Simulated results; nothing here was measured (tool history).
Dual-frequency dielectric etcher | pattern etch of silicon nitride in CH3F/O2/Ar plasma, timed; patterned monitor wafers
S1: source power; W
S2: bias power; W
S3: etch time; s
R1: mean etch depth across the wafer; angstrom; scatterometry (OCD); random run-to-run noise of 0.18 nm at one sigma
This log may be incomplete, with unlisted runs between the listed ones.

| run | hour | S1 | S2 | S3 | R1 |
|---|---|---|---|---|---|
| 1 | 0.0 | 310 | 93 | 42.5 | 305.10 |
| 2 | 3.2 | 280 | 93 | 42.5 | 292.12 |
| 3 | 9.3 | 280 | 83 | 42.5 | 284.12 |
| 4 | 10.6 | 280 | 83 | 44.5 | 295.37 |
| 5 | 15.4 | 240 | 83 | 44.5 | 279.94 |
| 6 | 16.0 | 210 | 83 | 44.5 | 261.98 |

Run 7 is up next; what results do you expect?
| 7 | 19.9 | 250 | 85 | 44.5 | ? |

Logged for run 7: R1 285.71 angstrom.
